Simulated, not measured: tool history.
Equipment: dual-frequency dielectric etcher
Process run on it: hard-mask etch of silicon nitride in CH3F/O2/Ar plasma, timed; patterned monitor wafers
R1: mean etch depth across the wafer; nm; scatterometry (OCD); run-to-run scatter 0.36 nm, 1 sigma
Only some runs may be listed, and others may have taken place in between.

Run 1, day 0: source power (W) 290, bias power (W) 80, etch time (s) 297. Result: R1 186.97 nm.
Run 2, day 0.092: source power (W) 270, bias power (W) 76, etch time (s) 297. Result: R1 178.24 nm.
Run 3, day 0.292: source power (W) 260, bias power (W) 73, etch time (s) 297. Result: R1 173.39 nm.
Run 4, day 0.421: source power (W) 260, bias power (W) 73, etch time (s) 309.5. Result: R1 179.38 nm.
Run 5, day 0.754: source power (W) 260, bias power (W) 63, etch time (s) 309.5. Result: R1 166.42 nm.
Run 6, day 1.062: source power (W) 250, bias power (W) 62, etch time (s) 309.5. Result: R1 162.83 nm.
Run 7, day 1.217: source power (W) 240, bias power (W) 61, etch time (s) 309.5. Result: R1 160.32 nm.

Expected results for the next run?
Run 8, day 1.308: source power (W) 230, bias power (W) 60, etch time (s) 309.5. Result: R1 ?.

Run 8 came out at R1 156.48 nm.

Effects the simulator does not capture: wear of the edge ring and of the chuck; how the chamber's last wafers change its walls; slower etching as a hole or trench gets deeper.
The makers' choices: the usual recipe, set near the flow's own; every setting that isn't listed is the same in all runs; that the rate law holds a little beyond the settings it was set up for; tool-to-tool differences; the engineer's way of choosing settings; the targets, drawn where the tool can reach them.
